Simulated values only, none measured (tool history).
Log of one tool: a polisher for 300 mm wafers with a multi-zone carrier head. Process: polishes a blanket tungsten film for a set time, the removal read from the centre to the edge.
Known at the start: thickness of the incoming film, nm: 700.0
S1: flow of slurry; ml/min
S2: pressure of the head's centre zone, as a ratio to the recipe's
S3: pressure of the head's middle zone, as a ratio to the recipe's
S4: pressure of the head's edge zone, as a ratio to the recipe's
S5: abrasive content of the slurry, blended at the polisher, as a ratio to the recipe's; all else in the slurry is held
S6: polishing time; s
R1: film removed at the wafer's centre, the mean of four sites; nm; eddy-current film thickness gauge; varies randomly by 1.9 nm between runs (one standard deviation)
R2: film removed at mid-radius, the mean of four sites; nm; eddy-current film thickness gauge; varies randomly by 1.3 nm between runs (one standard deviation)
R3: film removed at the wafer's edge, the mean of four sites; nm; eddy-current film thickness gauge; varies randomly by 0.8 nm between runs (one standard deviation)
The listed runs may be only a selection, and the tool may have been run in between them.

run    day   S1    S2    S3    S4    S5  S6      R1      R2      R3
  1      0  145     1     1     1     1  46  214.09  223.97  221.76
  2  0.112  145     1     1  0.94     1  46  213.32  224.77  210.96
  3  0.396  140  1.01  0.97  0.92   0.9  44  205.08  199.33  194.66
  4  0.425  135     1  0.96   0.9   0.8  42  179.25  185.76  176.94
  5   0.45  135     1  0.91   0.9   0.8  42  182.94  177.07  178.43
  6    0.5  130  1.01   0.9  0.88  0.75  41  173.26  166.23  165.11
  7  0.821   90  1.07  0.81  0.83   0.5  38  131.09  110.15  122.11
  8  0.929   95  1.07  0.82  0.83   0.5  38   133.5  114.28  125.33
  9  1.204  100  1.07  0.83  0.83   0.5  38   138.4   113.3   125.3

The next listed run, before its measurement:
 10  1.258  105  1.06  0.84  0.83  0.5  38   ?   ?   ?

Logged for run 10: R1 139.03 nm, R2 118.62 nm, R3 126.37 nm.
